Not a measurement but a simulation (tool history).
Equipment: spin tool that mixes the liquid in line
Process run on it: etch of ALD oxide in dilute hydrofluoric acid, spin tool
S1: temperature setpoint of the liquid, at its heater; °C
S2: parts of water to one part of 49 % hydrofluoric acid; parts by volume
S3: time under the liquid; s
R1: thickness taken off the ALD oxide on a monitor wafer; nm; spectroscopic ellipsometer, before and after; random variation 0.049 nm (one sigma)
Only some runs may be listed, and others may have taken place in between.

run,day,S1,S2,S3,R1
1,0,23,125,15,3.9009
2,0.05,24,115,15,4.4947
3,0.321,25,110,15,4.8582
4,0.433,25,110,15,4.8639
5,0.562,25,110,15,4.831
6,0.721,25,110,15,4.8794
7,1.079,25.5,105,15,5.191

Predict the results of run 8:
8,1.45,29.5,55,15,?

{"run 8": {"R1": 12.446}}
